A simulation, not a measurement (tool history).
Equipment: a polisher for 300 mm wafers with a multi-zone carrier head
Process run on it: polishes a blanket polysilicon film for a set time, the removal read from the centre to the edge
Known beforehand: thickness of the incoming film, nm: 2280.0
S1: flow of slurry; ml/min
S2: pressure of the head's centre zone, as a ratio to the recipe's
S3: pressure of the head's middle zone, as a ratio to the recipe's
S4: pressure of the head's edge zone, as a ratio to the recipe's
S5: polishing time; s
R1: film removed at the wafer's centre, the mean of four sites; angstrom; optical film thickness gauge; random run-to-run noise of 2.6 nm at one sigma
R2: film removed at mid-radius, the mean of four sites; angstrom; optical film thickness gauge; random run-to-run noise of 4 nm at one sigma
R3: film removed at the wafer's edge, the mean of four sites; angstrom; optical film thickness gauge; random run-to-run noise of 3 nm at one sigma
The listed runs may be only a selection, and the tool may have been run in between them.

Run 1, day 0.000: S1 215 ml/min, S2 1.00, S3 1.00, S4 1.00, S5 72 s. Result: R1 4393.1 angstrom, R2 4369.4 angstrom, R3 4199.4 angstrom.
Run 2, day 0.246: S1 215 ml/min, S2 1.00, S3 1.00, S4 1.00, S5 54 s. Result: R1 3314.3 angstrom, R2 3291.6 angstrom, R3 3176.5 angstrom.
Run 3, day 0.388: S1 225 ml/min, S2 1.01, S3 1.02, S4 1.03, S5 55 s. Result: R1 3422.1 angstrom, R2 3425.4 angstrom, R3 3310.6 angstrom.
Run 4, day 0.750: S1 225 ml/min, S2 1.07, S3 1.02, S4 1.03, S5 55 s. Result: R1 3623.9 angstrom, R2 3431.6 angstrom, R3 3302.5 angstrom.
Run 5, day 0.929: S1 225 ml/min, S2 1.01, S3 1.02, S4 1.03, S5 55 s. Result: R1 3425.1 angstrom, R2 3419.7 angstrom, R3 3296.9 angstrom.
Run 6, day 0.967: S1 185 ml/min, S2 1.01, S3 1.02, S4 1.03, S5 55 s. Result: R1 3334.4 angstrom, R2 3305.3 angstrom, R3 3204.2 angstrom.
Run 7, day 1.200: S1 200 ml/min, S2 1.02, S3 1.04, S4 1.05, S5 55 s. Result: R1 3399.1 angstrom, R2 3423.0 angstrom, R3 3259.3 angstrom.
Run 8, day 1.517: S1 215 ml/min, S2 1.03, S3 1.05, S4 1.07, S5 55 s. Result: R1 3459.7 angstrom, R2 3426.0 angstrom, R3 3317.4 angstrom.
Run 9, day 1.725: S1 230 ml/min, S2 1.03, S3 1.07, S4 1.08, S5 56 s. Result: R1 3577.1 angstrom, R2 3638.2 angstrom, R3 3471.4 angstrom.
Run 10, day 1.833: S1 240 ml/min, S2 1.04, S3 1.08, S4 1.08, S5 56 s. Result: R1 3617.1 angstrom, R2 3662.2 angstrom, R3 3450.1 angstrom.
Run 11, day 1.979: S1 250 ml/min, S2 1.04, S3 1.09, S4 1.09, S5 56 s. Result: R1 3645.2 angstrom, R2 3720.9 angstrom, R3 3460.4 angstrom.
Run 12, day 2.275: S1 260 ml/min, S2 1.04, S3 1.10, S4 1.10, S5 56 s. Result: R1 3637.0 angstrom, R2 3749.4 angstrom, R3 3530.9 angstrom.
Run 13, day 2.458: S1 265 ml/min, S2 1.05, S3 1.11, S4 1.11, S5 56 s. Result: R1 3725.3 angstrom, R2 3836.1 angstrom, R3 3534.1 angstrom.
Run 14, day 2.617: S1 270 ml/min, S2 1.05, S3 1.11, S4 1.12, S5 56 s. Result: R1 3731.5 angstrom, R2 3819.2 angstrom, R3 3538.7 angstrom.
Run 15, day 2.867: S1 275 ml/min, S2 1.05, S3 1.11, S4 1.13, S5 56 s. Result: R1 3716.5 angstrom, R2 3814.3 angstrom, R3 3589.8 angstrom.
Run 16, day 3.154: S1 280 ml/min, S2 1.05, S3 1.12, S4 1.14, S5 56 s. Result: R1 3733.2 angstrom, R2 3847.5 angstrom, R3 3618.1 angstrom.

For run 17, what comes out?
Run 17, day 3.304: S1 285 ml/min, S2 1.05, S3 1.13, S4 1.15, S5 56 s. Result: R1 ?, R2 ?, R3 ?.

Run 17 gave R1 3715.4 angstrom, R2 3858.6 angstrom, R3 3628.8 angstrom.
